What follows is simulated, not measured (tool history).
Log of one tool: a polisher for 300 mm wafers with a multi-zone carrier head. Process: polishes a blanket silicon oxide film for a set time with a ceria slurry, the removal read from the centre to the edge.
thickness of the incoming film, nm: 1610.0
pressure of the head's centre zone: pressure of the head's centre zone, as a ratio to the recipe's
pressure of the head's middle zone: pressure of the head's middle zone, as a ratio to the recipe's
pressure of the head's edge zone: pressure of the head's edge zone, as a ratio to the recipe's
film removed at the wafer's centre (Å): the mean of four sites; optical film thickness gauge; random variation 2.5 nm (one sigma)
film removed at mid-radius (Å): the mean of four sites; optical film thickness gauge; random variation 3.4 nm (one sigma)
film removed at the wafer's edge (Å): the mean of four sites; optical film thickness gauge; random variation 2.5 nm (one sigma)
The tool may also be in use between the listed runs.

run	hour	flow of slurry (ml/min)	pressure of the head's centre zone	pressure of the head's middle zone	pressure of the head's edge zone	polishing time (s)	film removed at the wafer's centre (Å)	film removed at mid-radius (Å)	film removed at the wafer's edge (Å)
1	0	295	1	1	1	61	2545.4	2181.4	2085.3
2	4.9	295	0.95	1	1	61	2370.9	2207.8	2056.2
3	9	295	0.95	1	1.04	61	2385.8	2177.3	2122.8
4	14.3	295	0.95	1	1.04	53	2066	1921.6	1828.2
5	23	295	0.95	0.92	1.04	53	2039.2	1752.7	1839.6
# hour 26.4: centre zone pressure recalibrated
6	26.4	290	0.92	0.94	1.07	60	2044.2	2060.9	2099.1
7	29.1	295	0.94	0.96	1.1	64	2239.9	2153.7	2266.2
8	37.4	295	0.94	0.98	1.11	68	2320.4	2399.8	2379.5

Run 9 comes next. What will it give?
9	45.4	300	0.95	0.98	1.12	71	?	?	?

Run 9 gave film removed at the wafer's centre (Å) 2474.7, film removed at mid-radius (Å) 2455.3, film removed at the wafer's edge (Å) 2542.2.
